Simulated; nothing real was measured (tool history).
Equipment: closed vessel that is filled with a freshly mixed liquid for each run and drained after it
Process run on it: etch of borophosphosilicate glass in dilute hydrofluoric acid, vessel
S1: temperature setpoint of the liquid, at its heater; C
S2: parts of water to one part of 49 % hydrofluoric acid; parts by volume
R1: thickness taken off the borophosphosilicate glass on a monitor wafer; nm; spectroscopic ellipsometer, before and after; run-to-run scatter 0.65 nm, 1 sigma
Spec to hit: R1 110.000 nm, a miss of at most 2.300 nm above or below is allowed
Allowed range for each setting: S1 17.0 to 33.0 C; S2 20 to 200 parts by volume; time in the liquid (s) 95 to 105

Run 1, hour 0.0: S1 25.0 C, S2 110 parts by volume, time in the liquid (s) 95. Result: R1 40.479 nm.
Run 2, hour 7.9: S1 25.0 C, S2 110 parts by volume, time in the liquid (s) 105. Result: R1 45.084 nm.
Run 3, hour 9.2: S1 25.0 C, S2 110 parts by volume, time in the liquid (s) 105. Result: R1 45.220 nm.
Run 4, hour 11.0: S1 25.0 C, S2 145 parts by volume, time in the liquid (s) 105. Result: R1 32.667 nm.
Run 5, hour 13.7: S1 28.0 C, S2 145 parts by volume, time in the liquid (s) 105. Result: R1 35.870 nm.
Run 6, hour 15.3: S1 29.0 C, S2 130 parts by volume, time in the liquid (s) 105. Result: R1 42.934 nm.
Run 7, hour 22.3: S1 29.5 C, S2 115 parts by volume, time in the liquid (s) 105. Result: R1 50.556 nm.
Run 8, hour 24.7: S1 30.0 C, S2 105 parts by volume, time in the liquid (s) 105. Result: R1 56.845 nm.
Run 9, hour 33.7: S1 30.5 C, S2 95 parts by volume, time in the liquid (s) 105. Result: R1 64.988 nm.
Run 10, hour 41.8: S1 31.0 C, S2 90 parts by volume, time in the liquid (s) 105. Result: R1 70.336 nm.
Run 11, hour 46.9: S1 31.5 C, S2 85 parts by volume, time in the liquid (s) 105. Result: R1 76.585 nm.
Run 12, hour 53.2: S1 31.5 C, S2 80 parts by volume, time in the liquid (s) 105. Result: R1 81.350 nm.
Run 13, hour 55.8: S1 31.5 C, S2 75 parts by volume, time in the liquid (s) 105. Result: R1 87.542 nm.
Run 14, hour 60.7: S1 32.5 C, S2 65 parts by volume, time in the liquid (s) 105. Result: R1 106.720 nm.

4 next moves are on the table. One of them brings every result within its allowed miss. Which?
Run A, hour 65.6: S1 33.0 C, S2 65 parts by volume, time in the liquid (s) 105. Result: R1 ?.
Run B, hour 65.6: S1 33.0 C, S2 70 parts by volume, time in the liquid (s) 105. Result: R1 ?.
Run C, hour 65.6: S1 32.5 C, S2 60 parts by volume, time in the liquid (s) 105. Result: R1 ?.
Run D, hour 65.6: S1 33.0 C, S2 60 parts by volume, time in the liquid (s) 100. Result: R1 ?.

move       R1
   A  108.880
   B  100.290
   C  116.670
   D  113.240
A: meets every target
B: lands further from the targets than the last run did
C: takes the biggest miss from the last run beyond its target
D: takes the biggest miss from the last run beyond its target
A is the move that brings every result within its allowed miss.
